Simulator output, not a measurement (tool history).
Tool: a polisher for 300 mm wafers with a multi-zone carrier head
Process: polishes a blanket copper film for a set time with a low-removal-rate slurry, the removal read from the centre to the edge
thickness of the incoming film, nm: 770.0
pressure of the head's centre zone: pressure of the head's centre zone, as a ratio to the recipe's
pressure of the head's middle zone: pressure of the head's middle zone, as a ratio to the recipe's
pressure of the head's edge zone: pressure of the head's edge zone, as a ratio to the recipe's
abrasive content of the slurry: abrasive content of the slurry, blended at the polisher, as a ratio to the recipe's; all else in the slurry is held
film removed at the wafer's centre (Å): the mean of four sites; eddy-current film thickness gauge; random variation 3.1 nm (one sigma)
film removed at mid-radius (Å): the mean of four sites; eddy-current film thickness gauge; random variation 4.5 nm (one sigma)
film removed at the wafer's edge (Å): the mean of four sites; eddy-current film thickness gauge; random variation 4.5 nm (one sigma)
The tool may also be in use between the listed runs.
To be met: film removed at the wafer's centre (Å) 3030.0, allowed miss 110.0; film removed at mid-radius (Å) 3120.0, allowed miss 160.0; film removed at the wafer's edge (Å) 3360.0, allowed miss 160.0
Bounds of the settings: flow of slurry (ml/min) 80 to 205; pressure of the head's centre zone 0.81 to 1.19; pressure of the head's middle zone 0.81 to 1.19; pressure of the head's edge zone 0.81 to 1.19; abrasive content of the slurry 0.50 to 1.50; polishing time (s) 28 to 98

run    day  flow of slurry (ml/min)  pressure of the head's centre zone  pressure of the head's middle zone  pressure of the head's edge zone  abrasive content of the slurry  polishing time (s)  film removed at the wafer's centre (Å)  film removed at mid-radius (Å)  film removed at the wafer's edge (Å)
  1  0.000                      135                                1.00                                1.00                              1.00                            1.00                  63                                  2329.4                          2444.3                                2370.9
  2  0.179                      140                                1.00                                0.99                              1.03                            1.10                  65                                  2501.6                          2597.9                                2587.4
  3  0.233                      140                                1.00                                0.99                              1.03                            1.10                  80                                  3053.4                          3076.7                                3110.2
  4  0.588                      140                                0.99                                0.99                              1.04                            1.10                  80                                  2959.3                          3117.8                                3216.0
  5  0.675                      140                                0.99                                0.99                              1.05                            1.10                  80                                  3035.3                          3063.1                                3160.9
  6  0.967                      140                                0.99                                0.93                              1.05                            1.10                  80                                  3020.1                          2922.6                                3227.8
  7  1.221                      140                                0.99                                0.94                              1.05                            1.10                  80                                  3019.0                          3029.9                                3149.3
     1.379  -- worn pad replaced by a new one
  8  1.379                      140                                0.99                                0.94                              1.06                            1.10                  80                                  3240.0                          3091.1                                3352.8
  9  1.712                      140                                0.98                                0.94                              1.06                            1.10                  80                                  3142.0                          3167.9                                3287.5

Which of these 4 next moves meets every target?
  A  2.046                      165                                0.98                                0.93                              0.98                            0.95                  83                                       ?                               ?                                     ?
  B  2.046                      190                                0.97                                0.99                              1.17                            0.55                  83                                       ?                               ?                                     ?
  C  2.046                      185                                1.05                                1.02                              1.09                            1.00                  76                                       ?                               ?                                     ?
  D  2.046                      135                                1.07                                1.00                              1.10                            0.90                  81                                       ?                               ?                                     ?

move  film removed at the wafer's centre (Å)  film removed at mid-radius (Å)  film removed at the wafer's edge (Å)
   A                                  3343.1                          3213.3                                3263.9
   B                                  3105.0                          3166.3                                3308.2
   C                                  3388.8                          3272.0                                3219.1
   D                                  3369.8                          3164.7                                3236.0
A: further off than the last run
B: meets every target
C: further off than the last run
D: further off than the last run
Move B is the one to make.
